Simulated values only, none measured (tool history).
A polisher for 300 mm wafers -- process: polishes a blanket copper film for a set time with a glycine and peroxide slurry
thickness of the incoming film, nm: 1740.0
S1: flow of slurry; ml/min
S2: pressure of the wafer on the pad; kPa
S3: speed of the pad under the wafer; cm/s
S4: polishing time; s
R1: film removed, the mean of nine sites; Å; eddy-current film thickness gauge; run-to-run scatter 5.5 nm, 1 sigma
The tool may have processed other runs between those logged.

{"run": 1, "hour": 0.0, "S1": 225, "S2": 17.2, "S3": 98, "S4": 54, "R1": 2835.6}
{"run": 2, "hour": 1.7, "S1": 225, "S2": 18.6, "S3": 98, "S4": 54, "R1": 2996.8}
{"run": 3, "hour": 6.0, "S1": 200, "S2": 18.6, "S3": 98, "S4": 54, "R1": 2927.3}
{"run": 4, "hour": 13.6, "S1": 255, "S2": 18.6, "S3": 98, "S4": 54, "R1": 3096.6}
{"run": 5, "hour": 18.0, "S1": 260, "S2": 19.3, "S3": 98, "S4": 54, "R1": 3178.9}
{"run": 6, "hour": 18.7, "S1": 260, "S2": 20, "S3": 98, "S4": 54, "R1": 3274.9}
{"run": 7, "hour": 24.6, "S1": 260, "S2": 20.7, "S3": 98, "S4": 54, "R1": 3336.5}
{"run": 8, "hour": 28.4, "S1": 260, "S2": 21.4, "S3": 98, "S4": 54, "R1": 3449.1}
{"run": 9, "hour": 35.6, "S1": 260, "S2": 22.1, "S3": 98, "S4": 54, "R1": 3570}

What does the tool deliver on the next run?
{"run": 10, "hour": 40.2, "S1": 260, "S2": 22.8, "S3": 98, "S4": 54, "R1": "?"}

{"run 10": {"R1": 3671.5}}

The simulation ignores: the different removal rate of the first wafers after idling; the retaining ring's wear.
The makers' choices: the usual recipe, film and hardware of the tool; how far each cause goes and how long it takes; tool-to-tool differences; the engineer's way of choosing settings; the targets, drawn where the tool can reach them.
